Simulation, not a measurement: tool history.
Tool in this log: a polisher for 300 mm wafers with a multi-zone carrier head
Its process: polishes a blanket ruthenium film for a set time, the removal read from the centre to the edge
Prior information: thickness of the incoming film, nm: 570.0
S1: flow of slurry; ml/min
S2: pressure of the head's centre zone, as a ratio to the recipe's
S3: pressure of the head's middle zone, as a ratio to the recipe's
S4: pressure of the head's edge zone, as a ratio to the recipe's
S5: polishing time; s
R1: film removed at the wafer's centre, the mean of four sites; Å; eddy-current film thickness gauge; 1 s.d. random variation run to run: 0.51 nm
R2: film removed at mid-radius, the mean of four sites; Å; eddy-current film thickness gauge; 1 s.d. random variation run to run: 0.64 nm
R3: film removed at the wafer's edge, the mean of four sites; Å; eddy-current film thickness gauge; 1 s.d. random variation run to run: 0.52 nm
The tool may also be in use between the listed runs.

Run 1, hour 0: S1 135 ml/min, S2 1, S3 1, S4 1, S5 49 s. Result: R1 525.38 Å, R2 523.36 Å, R3 528.19 Å.
Run 2, hour 0.9: S1 105 ml/min, S2 1, S3 1, S4 1, S5 49 s. Result: R1 484.59 Å, R2 481.41 Å, R3 490.04 Å.
Run 3, hour 7.9: S1 105 ml/min, S2 0.92, S3 1, S4 1, S5 49 s. Result: R1 446.73 Å, R2 485.77 Å, R3 500.06 Å.
Run 4, hour 10.1: S1 100 ml/min, S2 0.9, S3 1.01, S4 0.98, S5 48 s. Result: R1 421.9 Å, R2 474.22 Å, R3 469.32 Å.
Run 5, hour 17.6: S1 95 ml/min, S2 0.88, S3 1.01, S4 0.97, S5 47 s. Result: R1 401.54 Å, R2 457.29 Å, R3 455 Å.
Run 6, hour 23.5: S1 90 ml/min, S2 0.86, S3 1.02, S4 0.96, S5 47 s. Result: R1 382.69 Å, R2 443.47 Å, R3 449.66 Å.

Run 7 comes next. What will it give?
Run 7, hour 29.7: S1 90 ml/min, S2 0.85, S3 1.04, S4 0.95, S5 47 s. Result: R1 ?, R2 ?, R3 ?.

Run 7 yielded R1 362.92 Å, R2 451.46 Å, R3 441.23 Å.
